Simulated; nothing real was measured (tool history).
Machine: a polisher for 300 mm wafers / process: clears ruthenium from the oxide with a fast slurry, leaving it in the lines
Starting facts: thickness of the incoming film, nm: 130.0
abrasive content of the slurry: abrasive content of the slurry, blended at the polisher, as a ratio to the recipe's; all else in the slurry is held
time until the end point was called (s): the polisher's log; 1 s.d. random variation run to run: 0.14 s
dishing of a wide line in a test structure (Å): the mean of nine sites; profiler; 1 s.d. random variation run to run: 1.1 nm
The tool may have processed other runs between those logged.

run  hour  flow of slurry (ml/min)  pressure of the wafer on the pad (kPa)  speed of the pad under the wafer (m/s)  abrasive content of the slurry  overpolish time after the end point (s)  time until the end point was called (s)  dishing of a wide line in a test structure (Å)
  1   0.0                      245                                    20.7                                    1.28                            1.00                                       15                                   22.865                                          566.97
  2   7.8                      245                                    22.8                                    1.28                            1.00                                       15                                   20.927                                          599.73
  3  12.9                      245                                    23.4                                    1.30                            1.00                                       14                                   20.317                                          593.63
  4  17.4                      245                                    24.1                                    1.34                            1.00                                       13                                   19.110                                          575.04
  5  24.7                      245                                    24.8                                    1.36                            1.00                                       12                                   18.188                                          560.87
  6  27.3                      245                                    25.5                                    1.38                            1.00                                       12                                   17.283                                          560.40
  7  32.0                      245                                    26.2                                    1.40                            1.00                                       12                                   16.859                                          589.44
  8  34.4                      245                                    26.9                                    1.42                            1.00                                       12                                   16.520                                          575.30
  9  35.4                      245                                    27.6                                    1.44                            1.00                                       12                                   15.859                                          634.35
 10  38.6                      250                                    31.7                                    1.56                            1.05                                        5                                   12.574                                          373.06

Predict the results of run 11:
 11  43.1                      250                                    31.7                                    1.58                            1.05                                        5                                        ?                                               ?

Run 11 produced time until the end point was called (s) 12.308, dishing of a wide line in a test structure (Å) 391.15.
